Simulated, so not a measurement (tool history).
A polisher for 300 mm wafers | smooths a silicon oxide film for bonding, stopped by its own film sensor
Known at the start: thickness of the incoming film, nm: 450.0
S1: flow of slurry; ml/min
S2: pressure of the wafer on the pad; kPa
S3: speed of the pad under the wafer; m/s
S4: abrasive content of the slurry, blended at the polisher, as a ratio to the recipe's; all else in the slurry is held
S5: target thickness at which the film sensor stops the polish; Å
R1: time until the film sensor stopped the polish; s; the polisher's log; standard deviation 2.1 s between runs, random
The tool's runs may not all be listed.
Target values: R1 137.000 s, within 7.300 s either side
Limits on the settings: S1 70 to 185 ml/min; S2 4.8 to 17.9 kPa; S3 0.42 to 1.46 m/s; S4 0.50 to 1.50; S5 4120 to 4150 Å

{"run": 1, "hour": 0.0, "S1": 120, "S2": 11.0, "S3": 0.94, "S4": 1.0, "S5": 4120, "R1": 94.169}
{"run": 2, "hour": 7.5, "S1": 120, "S2": 11.0, "S3": 0.94, "S4": 0.85, "S5": 4120, "R1": 98.775}
{"run": 3, "hour": 16.2, "S1": 100, "S2": 11.0, "S3": 0.94, "S4": 0.85, "S5": 4120, "R1": 103.1}
{"run": 4, "hour": 17.8, "S1": 100, "S2": 13.1, "S3": 0.94, "S4": 0.85, "S5": 4120, "R1": 83.53}
{"run": 5, "hour": 18.9, "S1": 100, "S2": 11.7, "S3": 0.94, "S4": 0.85, "S5": 4120, "R1": 94.833}
{"run": 6, "hour": 27.7, "S1": 100, "S2": 11.0, "S3": 0.94, "S4": 0.85, "S5": 4120, "R1": 103.37}
{"run": 7, "hour": 34.2, "S1": 100, "S2": 11.0, "S3": 0.94, "S4": 0.85, "S5": 4120, "R1": 101.0}
{"run": 8, "hour": 40.4, "S1": 100, "S2": 10.3, "S3": 0.94, "S4": 0.85, "S5": 4120, "R1": 106.4}
{"run": 9, "hour": 44.1, "S1": 100, "S2": 9.7, "S3": 0.94, "S4": 0.85, "S5": 4120, "R1": 114.42}
{"run": 10, "hour": 49.4, "S1": 100, "S2": 9.0, "S3": 0.94, "S4": 0.85, "S5": 4120, "R1": 124.43}

Below are 5 possible settings for the next run. Only one of them brings all results inside the allowed miss of their targets. Which is it?
{"run": "A", "hour": 54.7, "S1": 90, "S2": 9.7, "S3": 0.9, "S4": 0.85, "S5": 4150, "R1": "?"}
{"run": "B", "hour": 54.7, "S1": 105, "S2": 9.7, "S3": 1.02, "S4": 0.9, "S5": 4120, "R1": "?"}
{"run": "C", "hour": 54.7, "S1": 100, "S2": 11.7, "S3": 0.84, "S4": 0.65, "S5": 4140, "R1": "?"}
{"run": "D", "hour": 54.7, "S1": 110, "S2": 9.0, "S3": 0.96, "S4": 0.85, "S5": 4140, "R1": "?"}
{"run": "E", "hour": 54.7, "S1": 120, "S2": 9.0, "S3": 0.82, "S4": 0.85, "S5": 4120, "R1": "?"}

move=A R1=112.790
move=B R1=105.750
move=C R1=110.480
move=D R1=114.520
move=E R1=135.280
A: misses by more than the last run did
B: misses by more than the last run did
C: misses by more than the last run did
D: misses by more than the last run did
E: all results land within tolerance of their targets
Answer: E
